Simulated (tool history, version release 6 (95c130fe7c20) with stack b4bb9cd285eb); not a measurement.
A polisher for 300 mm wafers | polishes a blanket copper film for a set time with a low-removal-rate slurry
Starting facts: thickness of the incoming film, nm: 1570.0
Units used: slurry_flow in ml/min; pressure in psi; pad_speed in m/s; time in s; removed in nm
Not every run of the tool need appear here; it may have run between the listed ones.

run,day,slurry_flow,pressure,pad_speed,slurry_solids,time,removed
1,0.000,145,3.4,0.84,1.0,37,104.080
2,0.083,110,3.4,0.84,1.0,37,98.006
3,0.233,105,2.7,0.78,1.0,37,73.616
4,0.412,105,2.7,0.98,1.0,37,90.765
5,0.667,100,2.3,0.88,1.0,37,69.555
6,0.908,100,2.9,0.88,1.0,37,87.439
7,1.083,100,2.4,0.82,1.0,37,66.722
8,1.167,100,2.4,0.82,1.0,37,68.394
9,1.342,100,2.1,0.78,1.0,37,57.721
10,1.708,100,1.9,0.76,1.0,37,51.105

Predict the results of run 11:
11,1.929,100,1.8,0.76,1.0,37,?

{"run 11": {"removed": 48.481}}
